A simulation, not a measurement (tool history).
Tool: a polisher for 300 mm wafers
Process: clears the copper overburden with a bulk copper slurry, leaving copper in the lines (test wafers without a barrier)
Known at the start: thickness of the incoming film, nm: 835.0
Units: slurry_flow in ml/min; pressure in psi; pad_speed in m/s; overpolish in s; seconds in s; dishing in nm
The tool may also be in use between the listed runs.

{"run": 1, "hour": 0.0, "slurry_flow": 185, "pressure": 1.7, "pad_speed": 1.04, "slurry_solids": 1.0, "overpolish": 17, "seconds": 143.6, "dishing": 19.25}
{"run": 2, "hour": 5.6, "slurry_flow": 185, "pressure": 1.4, "pad_speed": 1.04, "slurry_solids": 1.0, "overpolish": 17, "seconds": 172.67, "dishing": 19.184}
{"run": 3, "hour": 9.6, "slurry_flow": 185, "pressure": 1.4, "pad_speed": 1.02, "slurry_solids": 1.0, "overpolish": 14, "seconds": 176.77, "dishing": 18.143}
{"run": 4, "hour": 15.5, "slurry_flow": 185, "pressure": 1.4, "pad_speed": 1.02, "slurry_solids": 0.8, "overpolish": 14, "seconds": 183.68, "dishing": 18.126}
{"run": 5, "hour": 22.3, "slurry_flow": 185, "pressure": 1.4, "pad_speed": 0.92, "slurry_solids": 0.8, "overpolish": 14, "seconds": 192.26, "dishing": 17.81}
{"run": 6, "hour": 30.2, "slurry_flow": 185, "pressure": 1.4, "pad_speed": 0.72, "slurry_solids": 0.8, "overpolish": 14, "seconds": 233.69, "dishing": 16.924}
{"run": 7, "hour": 36.0, "slurry_flow": 190, "pressure": 1.4, "pad_speed": 0.72, "slurry_solids": 0.8, "overpolish": 13, "seconds": 233.59, "dishing": 16.526}
{"run": 8, "hour": 37.9, "slurry_flow": 190, "pressure": 1.4, "pad_speed": 0.72, "slurry_solids": 0.8, "overpolish": 12, "seconds": 238.27, "dishing": 15.88}
{"run": 9, "hour": 46.2, "slurry_flow": 190, "pressure": 1.5, "pad_speed": 0.72, "slurry_solids": 0.8, "overpolish": 12, "seconds": 215.81, "dishing": 16.351}

Forecast run 10:
{"run": 10, "hour": 55.0, "slurry_flow": 195, "pressure": 1.5, "pad_speed": 0.72, "slurry_solids": 0.8, "overpolish": 12, "seconds": "?", "dishing": "?"}

Run 10 gave seconds 219.62 s, dishing 16.567 nm.
